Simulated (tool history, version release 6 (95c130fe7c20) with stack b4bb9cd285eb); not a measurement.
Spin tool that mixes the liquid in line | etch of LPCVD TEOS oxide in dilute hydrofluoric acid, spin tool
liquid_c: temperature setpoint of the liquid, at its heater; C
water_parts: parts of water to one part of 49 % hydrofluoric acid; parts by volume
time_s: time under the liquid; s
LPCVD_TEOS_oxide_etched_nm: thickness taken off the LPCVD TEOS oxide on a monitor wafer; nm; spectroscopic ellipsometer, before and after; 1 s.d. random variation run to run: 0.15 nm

run    day  liquid_c  water_parts  time_s  LPCVD_TEOS_oxide_etched_nm
  1      0        25          180      55                      12.612
  2  0.092        25          215      55                      10.174
  3  0.308      26.5          205      55                      11.345
  4  0.658      27.5          195      55                      12.599
  5  0.912      28.5          190      55                       13.13
  6  1.108      28.5          190      60                      14.574
  7  1.388        29          185      60                      15.282

Estimate the outcome of run 8 from the log above:
  8  1.546      29.5          185      60                           ?

{"run 8": {"LPCVD_TEOS_oxide_etched_nm": 15.551}}

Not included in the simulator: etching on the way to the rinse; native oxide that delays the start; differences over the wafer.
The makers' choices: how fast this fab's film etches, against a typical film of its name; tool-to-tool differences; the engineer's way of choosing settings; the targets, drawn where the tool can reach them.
